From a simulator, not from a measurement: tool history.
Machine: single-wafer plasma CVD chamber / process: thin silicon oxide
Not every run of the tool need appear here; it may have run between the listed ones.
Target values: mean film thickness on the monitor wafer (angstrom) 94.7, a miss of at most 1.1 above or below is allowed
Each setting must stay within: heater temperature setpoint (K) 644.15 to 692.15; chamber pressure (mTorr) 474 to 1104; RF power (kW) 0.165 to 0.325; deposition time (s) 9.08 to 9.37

run,hour,heater temperature setpoint (K),chamber pressure (mTorr),RF power (kW),deposition time (s),mean film thickness on the monitor wafer (angstrom)
1,0,668.15,789,0.245,9.08,132.93
2,5.1,668.15,755,0.245,9.08,127.99
3,8.6,668.15,724,0.245,9.08,122.55
4,17.1,668.15,724,0.245,9.37,126.28
5,18.1,673.15,724,0.245,9.37,125.79
6,23.8,673.15,857,0.245,9.37,148.15
7,28.1,674.15,814,0.245,9.37,140.32
# hour 31.3: RF generator calibrated
8,31.3,675.15,776,0.245,9.37,140.05
9,40,671.15,752,0.245,9.37,136.7
10,41,671.15,718,0.24,9.37,128.36
11,44.2,670.15,688,0.235,9.35,120.77

Which one of the following 4 next-run settings gets every result inside its allowed miss? There is exactly one.
A,47.4,665.15,623,0.185,9.1,?
B,47.4,670.15,825,0.215,9.37,?
C,47.4,670.15,572,0.23,9.08,?
D,47.4,677.15,577,0.22,9.08,?

move,mean film thickness on the monitor wafer (angstrom)
A,91.578
B,138.57
C,94.786
D,92.89
A: takes the biggest miss from the last run beyond its target
B: its largest miss is bigger than the last run's
C: all results land within tolerance of their targets
D: takes the biggest miss from the last run beyond its target
C meets every target.

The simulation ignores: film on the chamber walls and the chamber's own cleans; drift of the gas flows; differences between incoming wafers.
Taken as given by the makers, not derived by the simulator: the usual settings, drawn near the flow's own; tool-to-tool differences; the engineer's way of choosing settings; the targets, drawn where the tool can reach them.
